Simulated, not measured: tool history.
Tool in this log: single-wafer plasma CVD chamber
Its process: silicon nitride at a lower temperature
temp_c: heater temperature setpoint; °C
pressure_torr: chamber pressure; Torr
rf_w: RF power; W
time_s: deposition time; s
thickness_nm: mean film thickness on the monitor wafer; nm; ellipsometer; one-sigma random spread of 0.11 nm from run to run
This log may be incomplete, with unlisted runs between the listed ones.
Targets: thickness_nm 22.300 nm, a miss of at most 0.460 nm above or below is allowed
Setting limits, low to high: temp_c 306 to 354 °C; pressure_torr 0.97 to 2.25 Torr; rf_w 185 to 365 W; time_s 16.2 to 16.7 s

Run 1, hour 0.0: temp_c 330 °C, pressure_torr 1.61 Torr, rf_w 275 W, time_s 16.2 s. Result: thickness_nm 19.044 nm.
Run 2, hour 7.1: temp_c 330 °C, pressure_torr 1.75 Torr, rf_w 275 W, time_s 16.2 s. Result: thickness_nm 19.537 nm.
Run 3, hour 7.7: temp_c 330 °C, pressure_torr 1.57 Torr, rf_w 275 W, time_s 16.2 s. Result: thickness_nm 18.641 nm.
Run 4, hour 13.7: temp_c 330 °C, pressure_torr 1.57 Torr, rf_w 275 W, time_s 16.7 s. Result: thickness_nm 19.117 nm.
At hour 22.1: capacitance manometer re-zeroed and calibrated.
Run 5, hour 22.1: temp_c 330 °C, pressure_torr 1.57 Torr, rf_w 255 W, time_s 16.7 s. Result: thickness_nm 17.409 nm.
Run 6, hour 26.9: temp_c 330 °C, pressure_torr 1.34 Torr, rf_w 255 W, time_s 16.7 s. Result: thickness_nm 16.444 nm.
Run 7, hour 27.5: temp_c 330 °C, pressure_torr 1.42 Torr, rf_w 255 W, time_s 16.7 s. Result: thickness_nm 16.968 nm.
Run 8, hour 34.5: temp_c 330 °C, pressure_torr 1.49 Torr, rf_w 255 W, time_s 16.7 s. Result: thickness_nm 17.154 nm.
Run 9, hour 41.8: temp_c 330 °C, pressure_torr 1.56 Torr, rf_w 255 W, time_s 16.7 s. Result: thickness_nm 17.572 nm.
Run 10, hour 43.9: temp_c 330 °C, pressure_torr 1.62 Torr, rf_w 255 W, time_s 16.7 s. Result: thickness_nm 17.713 nm.
Run 11, hour 44.4: temp_c 330 °C, pressure_torr 1.67 Torr, rf_w 255 W, time_s 16.7 s. Result: thickness_nm 18.203 nm.
Run 12, hour 50.7: temp_c 330 °C, pressure_torr 1.72 Torr, rf_w 255 W, time_s 16.7 s. Result: thickness_nm 18.338 nm.
Run 13, hour 53.9: temp_c 330 °C, pressure_torr 1.77 Torr, rf_w 255 W, time_s 16.7 s. Result: thickness_nm 18.373 nm.
Run 14, hour 61.6: temp_c 330 °C, pressure_torr 1.81 Torr, rf_w 255 W, time_s 16.7 s. Result: thickness_nm 18.658 nm.
Run 15, hour 66.1: temp_c 330 °C, pressure_torr 1.81 Torr, rf_w 255 W, time_s 16.7 s. Result: thickness_nm 18.695 nm.
Run 16, hour 67.5: temp_c 330 °C, pressure_torr 1.85 Torr, rf_w 255 W, time_s 16.7 s. Result: thickness_nm 18.821 nm.

Of the 4 settings listed for the next run, only one would bring every result within its allowed miss of target. Which one?
Run A, hour 68.9: temp_c 328 °C, pressure_torr 2.14 Torr, rf_w 295 W, time_s 16.7 s. Result: thickness_nm ?.
Run B, hour 68.9: temp_c 323 °C, pressure_torr 1.66 Torr, rf_w 210 W, time_s 16.2 s. Result: thickness_nm ?.
Run C, hour 68.9: temp_c 321 °C, pressure_torr 2.04 Torr, rf_w 270 W, time_s 16.7 s. Result: thickness_nm ?.
Run D, hour 68.9: temp_c 329 °C, pressure_torr 1.73 Torr, rf_w 225 W, time_s 16.2 s. Result: thickness_nm ?.

move  thickness_nm
   A        22.309
   B        14.749
   C        20.488
   D        15.939
A: each result inside its tolerance
B: its largest miss is bigger than the last run's
C: nearer than the last run, and not there yet
D: its largest miss is bigger than the last run's
So the answer is move A, the one that meets all the targets.
